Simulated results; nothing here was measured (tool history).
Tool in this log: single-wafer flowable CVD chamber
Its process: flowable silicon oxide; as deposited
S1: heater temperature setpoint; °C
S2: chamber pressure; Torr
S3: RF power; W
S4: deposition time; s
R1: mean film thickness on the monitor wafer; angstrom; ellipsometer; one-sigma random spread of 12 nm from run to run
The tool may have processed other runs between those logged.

Run 1, hour 0.0: S1 90 °C, S2 1.02 Torr, S3 1990 W, S4 1029 s. Result: R1 11987.0 angstrom.
Run 2, hour 8.8: S1 96 °C, S2 1.02 Torr, S3 1990 W, S4 1029 s. Result: R1 9693.3 angstrom.
Run 3, hour 12.0: S1 96 °C, S2 1.02 Torr, S3 1990 W, S4 1029 s. Result: R1 9637.8 angstrom.
Run 4, hour 21.0: S1 92 °C, S2 1.02 Torr, S3 1990 W, S4 1029 s. Result: R1 11134.0 angstrom.
Run 5, hour 25.7: S1 92 °C, S2 1.02 Torr, S3 1990 W, S4 1063 s. Result: R1 11508.0 angstrom.
Run 6, hour 27.5: S1 89 °C, S2 1.02 Torr, S3 1990 W, S4 1063 s. Result: R1 12745.0 angstrom.
Run 7, hour 36.4: S1 86 °C, S2 1.02 Torr, S3 1990 W, S4 1063 s. Result: R1 13915.0 angstrom.
Run 8, hour 37.2: S1 84 °C, S2 1.02 Torr, S3 1990 W, S4 1063 s. Result: R1 14952.0 angstrom.
Run 9, hour 39.1: S1 82 °C, S2 1.02 Torr, S3 1990 W, S4 1063 s. Result: R1 15935.0 angstrom.
Run 10, hour 45.5: S1 80 °C, S2 1.02 Torr, S3 1990 W, S4 1063 s. Result: R1 17000.0 angstrom.
Run 11, hour 49.9: S1 79 °C, S2 1.02 Torr, S3 1990 W, S4 1063 s. Result: R1 17412.0 angstrom.

What will run 12 give?
Run 12, hour 53.8: S1 78 °C, S2 1.02 Torr, S3 1990 W, S4 1063 s. Result: R1 ?.

Run 12 produced R1 17671.0 angstrom.

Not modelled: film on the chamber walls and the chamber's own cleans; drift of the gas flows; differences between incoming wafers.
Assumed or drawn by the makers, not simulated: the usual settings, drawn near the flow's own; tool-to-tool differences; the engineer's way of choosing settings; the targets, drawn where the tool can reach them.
